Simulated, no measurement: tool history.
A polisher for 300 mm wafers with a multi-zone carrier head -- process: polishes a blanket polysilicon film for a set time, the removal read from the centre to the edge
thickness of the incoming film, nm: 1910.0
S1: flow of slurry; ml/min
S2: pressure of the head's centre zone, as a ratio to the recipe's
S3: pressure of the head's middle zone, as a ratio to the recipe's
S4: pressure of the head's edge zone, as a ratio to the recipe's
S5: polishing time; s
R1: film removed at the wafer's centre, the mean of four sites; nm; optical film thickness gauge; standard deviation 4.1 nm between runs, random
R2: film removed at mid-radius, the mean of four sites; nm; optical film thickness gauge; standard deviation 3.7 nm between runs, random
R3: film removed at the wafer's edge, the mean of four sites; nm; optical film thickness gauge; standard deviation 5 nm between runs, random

run 1 hour=0 | S1=220 S2=1 S3=1 S4=1 S5=67 | R1=773.03 R2=798.2 R3=785.76
run 2 hour=1.9 | S1=220 S2=1 S3=1 S4=0.96 S5=67 | R1=786.63 R2=797.21 R3=765.15
run 3 hour=10 | S1=200 S2=0.96 S3=0.98 S4=0.93 S5=58 | R1=647.34 R2=674.95 R3=646.99
run 4 hour=13.7 | S1=185 S2=0.93 S3=0.97 S4=0.9 S5=51 | R1=538.29 R2=575.89 R3=553.96
run 5 hour=18.7 | S1=210 S2=0.93 S3=0.97 S4=0.9 S5=51 | R1=554.21 R2=578.53 R3=577.15
run 6 hour=21.4 | S1=195 S2=0.92 S3=0.97 S4=0.88 S5=46 | R1=479.5 R2=521.6 R3=494.32
run 7 hour=28.7 | S1=190 S2=0.91 S3=0.96 S4=0.86 S5=43 | R1=447.52 R2=480.85 R3=470.65

Estimate the outcome of run 8 from the log above:
run 8 hour=34.2 | S1=190 S2=0.91 S3=0.96 S4=0.86 S5=43 | R1=? R2=? R3=?

{"run 8": {"R1": 443.23, "R2": 485.77, "R3": 453.23}}
